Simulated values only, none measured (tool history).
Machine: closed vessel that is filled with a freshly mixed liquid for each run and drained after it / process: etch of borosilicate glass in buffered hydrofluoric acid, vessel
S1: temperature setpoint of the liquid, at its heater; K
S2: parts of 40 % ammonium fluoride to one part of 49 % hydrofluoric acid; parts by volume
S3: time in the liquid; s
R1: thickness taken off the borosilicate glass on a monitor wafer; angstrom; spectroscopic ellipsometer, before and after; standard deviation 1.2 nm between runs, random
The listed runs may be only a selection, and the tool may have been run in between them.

run	hour	S1	S2	S3	R1
1	0	293.15	8	90	1175.7
2	2.5	294.15	8	90	1241
3	8	290.65	8	90	1013.3
4	16.8	290.65	8	95	1066.9
5	24.4	292.15	8	95	1167
6	31.4	290.15	8	95	1048.9
7	32.3	291.15	8	95	1099.4
8	38.8	292.15	8	95	1181.2

Run 9 is up next; what results do you expect?
9	41.2	292.65	8	95	?

{"run 9": {"R1": 1193.3}}

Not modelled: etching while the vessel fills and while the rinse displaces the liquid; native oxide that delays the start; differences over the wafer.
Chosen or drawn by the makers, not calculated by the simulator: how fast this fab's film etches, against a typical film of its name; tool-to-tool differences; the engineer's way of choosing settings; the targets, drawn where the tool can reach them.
